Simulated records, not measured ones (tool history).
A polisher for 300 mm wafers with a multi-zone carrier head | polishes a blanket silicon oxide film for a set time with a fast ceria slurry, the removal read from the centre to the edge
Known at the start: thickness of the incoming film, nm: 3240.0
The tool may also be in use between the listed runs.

run	hour	flow of slurry (ml/min)	pressure of the head's centre zone	pressure of the head's middle zone	pressure of the head's edge zone	polishing time (s)	film removed at the wafer's centre (angstrom)	film removed at mid-radius (angstrom)	film removed at the wafer's edge (angstrom)
1	0	230	1	1	1	67	9952.9	9404	9699.9
2	3.7	225	1	0.97	0.98	66	9699	9111.1	9520.9
3	4.6	225	1	0.97	0.98	51	7537	7116	7388.9
4	12.8	225	1	0.97	0.98	39	5721.7	5629.8	5680.2
5	21.6	225	1	0.97	1.04	39	5728.6	5431.2	5844.5
6	22.2	205	1	0.97	1.04	39	5640.2	5368.4	5750.8
7	23.8	220	1.01	0.97	1.04	41	6004.6	5672.5	6088.5
8	24.5	235	1.03	0.97	1.05	43	6515.9	6179.5	6487.2
9	25	250	1.05	0.95	1.07	43	6677.2	6013	6414.3
10	28.5	250	1.06	0.95	1.09	45	6982.8	6318.1	6831.8
11	36.5	260	1.08	0.95	1.11	46	7288.1	6438.5	7047.6
12	39	260	1.08	0.95	1.11	46	7348.2	6385.3	7186.8
13	44.8	270	1.1	0.96	1.12	46	7351.7	6454.1	7325.6
14	47.1	280	1.11	0.96	1.11	47	7645.7	6527.9	7333
15	50.8	285	1.12	0.97	1.11	48	7911.9	6837.6	7481
16	55.2	290	1.13	0.97	1.12	48	8083.8	6948.6	7464
17	59.5	290	1.13	0.97	1.12	48	7972.9	6977	7640.7
18	62	295	1.14	0.97	1.12	48	8133.5	6992.8	7711
19	63.7	300	1.15	0.97	1.12	48	8099.3	6906.4	7467.9
20	70.4	305	1.16	0.97	1.13	48	8244.5	7142.4	7537.6
21	71.8	305	1.16	0.97	1.14	48	8257	7088.9	7522
22	77.3	305	1.16	0.97	1.15	49	8380.4	6932.9	7938.4

Run 23 comes next. What will it give?
23	84.1	310	1.16	0.97	1.15	49	?	?	?

film removed at the wafer's centre (angstrom): 8283.6
film removed at mid-radius (angstrom): 7083.4
film removed at the wafer's edge (angstrom): 7941

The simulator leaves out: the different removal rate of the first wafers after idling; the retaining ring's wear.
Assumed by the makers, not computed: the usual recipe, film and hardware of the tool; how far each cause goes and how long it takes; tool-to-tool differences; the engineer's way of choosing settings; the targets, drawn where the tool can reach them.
